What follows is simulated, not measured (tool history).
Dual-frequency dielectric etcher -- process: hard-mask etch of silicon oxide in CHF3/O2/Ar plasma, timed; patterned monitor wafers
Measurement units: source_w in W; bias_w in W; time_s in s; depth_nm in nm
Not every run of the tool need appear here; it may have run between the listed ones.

run 1 hour=0.0 | source_w=810 bias_w=141 time_s=26.5 | depth_nm=52.543
run 2 hour=4.3 | source_w=810 bias_w=141 time_s=28.0 | depth_nm=56.031
run 3 hour=9.1 | source_w=780 bias_w=135 time_s=28.0 | depth_nm=53.614
run 4 hour=10.1 | source_w=750 bias_w=133 time_s=28.0 | depth_nm=53.054
run 5 hour=11.9 | source_w=720 bias_w=129 time_s=28.0 | depth_nm=51.798
run 6 hour=17.6 | source_w=700 bias_w=125 time_s=28.0 | depth_nm=50.359
run 7 hour=19.9 | source_w=680 bias_w=123 time_s=28.0 | depth_nm=49.658
run 8 hour=24.8 | source_w=660 bias_w=121 time_s=28.0 | depth_nm=49.072
run 9 hour=30.5 | source_w=660 bias_w=121 time_s=28.0 | depth_nm=49.210
run 10 hour=33.5 | source_w=520 bias_w=99 time_s=27.5 | depth_nm=41.117
run 11 hour=34.2 | source_w=530 bias_w=100 time_s=27.5 | depth_nm=41.481
run 12 hour=40.6 | source_w=540 bias_w=100 time_s=27.5 | depth_nm=41.827
run 13 hour=41.9 | source_w=540 bias_w=100 time_s=27.5 | depth_nm=42.001

Predict the results of run 14:
run 14 hour=45.6 | source_w=550 bias_w=100 time_s=27.5 | depth_nm=?

depth_nm: 42.066 nm
